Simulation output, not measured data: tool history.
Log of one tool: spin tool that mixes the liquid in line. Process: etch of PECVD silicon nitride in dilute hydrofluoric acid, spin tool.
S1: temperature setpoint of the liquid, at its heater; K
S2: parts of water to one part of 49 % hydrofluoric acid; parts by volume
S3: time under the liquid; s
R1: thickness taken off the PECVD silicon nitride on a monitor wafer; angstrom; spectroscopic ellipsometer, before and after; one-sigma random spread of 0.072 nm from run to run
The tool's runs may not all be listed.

run  hour      S1   S2   S3      R1
  1   0.0  298.15  235  305  39.204
  2   4.4  299.15  235  305  41.315
  3  13.2  299.15  270  305  36.006
  4  15.1  299.15  270  305  36.395
  5  20.2  299.15  270  305  36.859
  6  25.5  299.15  270  330  40.109
  7  30.4  303.15  260  330  52.074

Estimate the outcome of run 8 from the log above:
  8  35.9  304.15  260  330   ?

R1: 55.024 angstrom
